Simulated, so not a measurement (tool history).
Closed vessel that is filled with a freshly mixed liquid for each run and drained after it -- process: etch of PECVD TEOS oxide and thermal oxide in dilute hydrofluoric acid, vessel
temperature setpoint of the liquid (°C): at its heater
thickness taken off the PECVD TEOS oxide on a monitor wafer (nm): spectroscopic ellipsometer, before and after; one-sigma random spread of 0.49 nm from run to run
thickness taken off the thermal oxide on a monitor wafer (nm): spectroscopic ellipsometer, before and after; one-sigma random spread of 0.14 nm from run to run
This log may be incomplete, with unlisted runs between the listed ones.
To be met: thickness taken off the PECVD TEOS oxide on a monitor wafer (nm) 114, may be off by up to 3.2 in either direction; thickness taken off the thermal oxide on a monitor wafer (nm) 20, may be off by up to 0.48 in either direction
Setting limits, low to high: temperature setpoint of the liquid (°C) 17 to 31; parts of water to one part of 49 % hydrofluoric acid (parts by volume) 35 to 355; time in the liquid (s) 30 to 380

run    day  temperature setpoint of the liquid (°C)  parts of water to one part of 49 % hydrofluoric acid (parts by volume)  time in the liquid (s)  thickness taken off the PECVD TEOS oxide on a monitor wafer (nm)  thickness taken off the thermal oxide on a monitor wafer (nm)
  1      0                                       23                                                                     195                     195                                                            22.092                                                         3.8711
  2  0.062                                       23                                                                     195                     135                                                            15.236                                                         2.6917
  3  0.333                                     24.5                                                                     165                     160                                                              23.5                                                         4.1483
  4  0.604                                     25.5                                                                     140                     175                                                            32.493                                                         5.6447
  5  0.762                                     26.5                                                                     120                     185                                                            42.683                                                         7.4125
  6  1.133                                     26.5                                                                     160                     185                                                             30.35                                                         5.3587
  7  1.408                                     27.5                                                                     135                     190                                                            39.556                                                         6.8591
  8  1.471                                       28                                                                     115                     195                                                            49.839                                                         8.7422
  9  1.788                                     28.5                                                                     100                     200                                                            60.981                                                          10.53
 10  1.838                                     28.5                                                                     100                     200                                                            60.634                                                         10.691
 11  2.196                                       29                                                                      90                     200                                                             69.82                                                         12.186
 12  2.292                                       29                                                                      90                     200                                                            70.443                                                         12.308
 13  2.367                                     29.5                                                                      80                     200                                                            80.964                                                          14.24
 14  2.625                                       30                                                                      75                     200                                                            89.156                                                         15.679
 15  2.988                                       30                                                                      70                     200                                                            96.023                                                         16.893
 16  3.062                                     30.5                                                                      65                     200                                                            106.53                                                         18.579
 17  3.196                                     30.5                                                                      65                     200                                                            106.14                                                         18.652
 18  3.233                                       31                                                                      55                     200                                                            130.08                                                         22.757
 19  3.396                                     30.5                                                                      55                     200                                                            127.53                                                         22.479
 20  3.496                                       27                                                                      55                     200                                                            110.52                                                         19.456

Below are 4 possible settings for the next run. Only one of them brings all results inside the allowed miss of their targets. Which is it?
  A  3.596                                     29.5                                                                      55                     185                                                                 ?                                                              ?
  B  3.596                                     26.5                                                                      80                     335                                                                 ?                                                              ?
  C  3.596                                     28.5                                                                      95                     365                                                                 ?                                                              ?
  D  3.596                                       27                                                                      45                     155                                                                 ?                                                              ?

move  thickness taken off the PECVD TEOS oxide on a monitor wafer (nm)  thickness taken off the thermal oxide on a monitor wafer (nm)
   A                                                            114.16                                                         19.742
   B                                                            121.91                                                         21.083
   C                                                            118.43                                                         20.481
   D                                                            107.41                                                         18.574
A: all results in spec
B: the result that was furthest off in the last run now lies on the other side of its target
C: the result that was furthest off in the last run now lies on the other side of its target
D: lands further from the targets than the last run did
Answer: A
